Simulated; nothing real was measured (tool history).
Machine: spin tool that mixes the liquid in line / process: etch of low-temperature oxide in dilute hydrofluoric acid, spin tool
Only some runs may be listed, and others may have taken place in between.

run,day,temperature setpoint of the liquid (C),parts of water to one part of 49 % hydrofluoric acid (parts by volume),time under the liquid (s),thickness taken off the low-temperature oxide on a monitor wafer (angstrom)
1,0.000,26.0,245,110,71.285
2,0.288,28.5,245,110,78.692
3,0.329,31.5,245,110,86.355
4,0.650,29.0,255,110,75.387
5,0.904,27.0,260,110,67.950
6,1.133,27.0,220,110,83.953

Run 7 is up next; what results do you expect?
7,1.421,25.5,235,110,?

{"run 7": {"thickness taken off the low-temperature oxide on a monitor wafer (angstrom)": 74.178}}
